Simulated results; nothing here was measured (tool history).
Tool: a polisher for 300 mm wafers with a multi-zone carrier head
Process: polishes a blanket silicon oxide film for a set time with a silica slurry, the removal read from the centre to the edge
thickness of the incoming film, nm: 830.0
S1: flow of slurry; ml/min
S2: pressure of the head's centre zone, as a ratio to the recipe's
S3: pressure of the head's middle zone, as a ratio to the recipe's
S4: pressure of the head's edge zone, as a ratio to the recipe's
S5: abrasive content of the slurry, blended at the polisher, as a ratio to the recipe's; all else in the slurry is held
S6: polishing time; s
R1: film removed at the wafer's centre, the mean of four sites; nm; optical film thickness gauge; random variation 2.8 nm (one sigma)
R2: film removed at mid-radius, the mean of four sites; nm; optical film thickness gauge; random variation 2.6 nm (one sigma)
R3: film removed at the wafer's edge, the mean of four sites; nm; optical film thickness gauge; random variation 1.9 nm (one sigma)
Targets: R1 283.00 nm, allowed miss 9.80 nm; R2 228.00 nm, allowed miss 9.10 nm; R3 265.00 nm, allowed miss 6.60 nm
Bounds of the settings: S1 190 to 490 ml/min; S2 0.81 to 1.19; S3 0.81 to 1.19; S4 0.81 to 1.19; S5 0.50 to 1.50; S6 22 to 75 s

run	hour	S1	S2	S3	S4	S5	S6	R1	R2	R3
1	0.0	315	1.00	1.00	1.00	1.00	48	215.20	212.58	229.06
2	1.5	320	1.04	1.00	1.03	1.05	48	231.43	222.34	237.97
3	9.4	320	1.04	1.00	1.10	1.05	48	235.34	224.37	248.69
4	15.8	325	1.07	0.99	1.12	1.05	48	241.40	219.20	245.94
5	18.2	330	1.09	0.98	1.13	1.10	48	251.29	223.52	254.71
# hour 23.1: edge zone pressure recalibrated
6	23.1	335	1.11	0.98	1.14	1.10	48	253.73	225.21	249.34
7	23.8	335	1.12	0.97	1.15	1.15	48	265.33	223.24	254.99
8	26.6	335	1.13	0.97	1.16	1.15	48	267.53	226.23	255.42

Which of these 4 next moves meets every target?
A	29.4	295	1.05	0.98	1.13	1.20	48	?	?	?
B	29.4	285	1.05	0.92	1.19	1.10	50	?	?	?
C	29.4	245	1.18	1.06	1.13	1.10	48	?	?	?
D	29.4	215	1.12	0.89	1.06	0.95	60	?	?	?

move	R1	R2	R3
A	252.60	235.26	252.87
B	250.73	221.64	257.90
C	266.84	236.27	238.49
D	286.35	231.42	263.94
A: further off than the last run
B: further off than the last run
C: further off than the last run
D: meets every target
Answer: D
